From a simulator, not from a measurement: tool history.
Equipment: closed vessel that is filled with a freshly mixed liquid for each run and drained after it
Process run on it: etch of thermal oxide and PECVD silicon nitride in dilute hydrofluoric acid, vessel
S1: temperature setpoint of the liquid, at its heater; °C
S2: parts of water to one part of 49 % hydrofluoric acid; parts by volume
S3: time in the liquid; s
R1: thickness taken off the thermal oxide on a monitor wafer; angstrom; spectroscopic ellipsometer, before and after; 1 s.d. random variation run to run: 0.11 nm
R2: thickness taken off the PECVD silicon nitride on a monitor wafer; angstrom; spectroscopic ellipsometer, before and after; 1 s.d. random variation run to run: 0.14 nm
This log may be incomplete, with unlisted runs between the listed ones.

run  hour    S1   S2   S3      R1      R2
  1     0    21  120  345  111.79  121.24
  2   8.8  17.5  120  345   97.38  97.005
  3  11.2    20  130  350  96.911  107.82
  4  18.5    22  135  355  101.37  119.99
  5  25.1  23.5  135  355  107.64  131.98
  6    32  23.5  135  210   64.12  78.438
  7  40.6    25  130  220  75.635  94.512
  8  46.4    26  125  235  86.169  110.68

The next listed run, before its measurement:
  9    50  26.5  125  245   ?   ?

R1: 92.076 angstrom
R2: 120.6 angstrom

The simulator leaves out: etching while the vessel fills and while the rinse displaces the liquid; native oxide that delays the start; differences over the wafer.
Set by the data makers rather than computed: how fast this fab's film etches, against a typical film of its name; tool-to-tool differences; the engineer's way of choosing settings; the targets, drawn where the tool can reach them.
